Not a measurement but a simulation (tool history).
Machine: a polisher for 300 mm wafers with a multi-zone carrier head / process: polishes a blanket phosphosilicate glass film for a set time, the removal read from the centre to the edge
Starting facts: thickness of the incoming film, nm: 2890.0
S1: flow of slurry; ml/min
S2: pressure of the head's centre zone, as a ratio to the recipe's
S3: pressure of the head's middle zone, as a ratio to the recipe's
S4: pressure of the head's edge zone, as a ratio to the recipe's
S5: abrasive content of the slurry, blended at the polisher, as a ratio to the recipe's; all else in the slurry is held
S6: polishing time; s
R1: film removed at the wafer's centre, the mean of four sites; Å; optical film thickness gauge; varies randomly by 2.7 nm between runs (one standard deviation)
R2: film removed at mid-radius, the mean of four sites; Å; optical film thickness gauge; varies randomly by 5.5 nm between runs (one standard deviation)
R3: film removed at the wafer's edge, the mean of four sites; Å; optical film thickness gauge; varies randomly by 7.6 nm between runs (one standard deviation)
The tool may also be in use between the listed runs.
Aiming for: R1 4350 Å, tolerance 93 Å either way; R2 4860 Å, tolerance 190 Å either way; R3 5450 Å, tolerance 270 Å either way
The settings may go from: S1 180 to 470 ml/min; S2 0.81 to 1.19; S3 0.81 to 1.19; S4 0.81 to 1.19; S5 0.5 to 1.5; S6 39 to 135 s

run	hour	S1	S2	S3	S4	S5	S6	R1	R2	R3
1	0	300	1	1	1	1	87	4233.3	4137.1	4257
2	6.2	300	1	1	1	1.1	87	4458.3	4402.7	4404.6
3	14.7	300	1.06	1	1	1.1	87	4737.3	4388.2	4447.1
4	19.3	300	1.06	1	1	1.1	101	5532.7	5029.9	5203.5
5	24.5	300	1.06	1	0.92	1.1	101	5514.6	5034.7	4998.6
6	32.8	300	1.06	0.95	0.92	1.1	101	5499.3	5006.1	4961.4
7	37.8	230	0.96	0.9	1.02	1.1	101	4822.2	4696.6	5128.2
8	40.4	220	0.92	0.91	1.05	1.1	101	4628.8	4696.6	5212.8
9	48.7	210	0.9	0.92	1.07	1.1	101	4493.9	4768.4	5263

Next run, 4 choices. One meets every target within its allowed miss, the rest don't. Which?
A	57	205	0.89	1.08	1.03	1.1	95	?	?	?
B	57	275	0.87	0.98	1.18	0.95	105	?	?	?
C	57	235	0.89	1.01	1.01	1.15	96	?	?	?
D	57	180	0.85	0.99	1	1.1	101	?	?	?

move	R1	R2	R3
A	4192.3	4720.5	4769
B	4326.6	4692.7	5346.8
C	4397.5	4751.9	4934.3
D	4183.4	4696.6	4947.1
A: the result that was furthest off in the last run now lies on the other side of its target
B: hits every target within its allowed miss
C: puts the biggest miss on target and leaves a different result outside tolerance
D: the result that was furthest off in the last run now lies on the other side of its target
The right move is B.
